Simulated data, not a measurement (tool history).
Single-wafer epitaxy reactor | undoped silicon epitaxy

run	hour	wafer temperature setpoint (pyrometer-controlled) (deg C)	deposition time (s)	mean film thickness on the monitor wafer (angstrom)
1	0.0	665	416	966.05
2	6.6	656	416	819.37
3	9.2	656	357	705.04
4	9.8	656	312	613.78
5	12.6	659	312	656.05
6	14.3	661	312	670.34
7	18.6	663	312	695.87
8	19.8	665	312	723.39

The next listed run, before its measurement:
9	20.7	666	312	?

mean film thickness on the monitor wafer (angstrom): 743.17

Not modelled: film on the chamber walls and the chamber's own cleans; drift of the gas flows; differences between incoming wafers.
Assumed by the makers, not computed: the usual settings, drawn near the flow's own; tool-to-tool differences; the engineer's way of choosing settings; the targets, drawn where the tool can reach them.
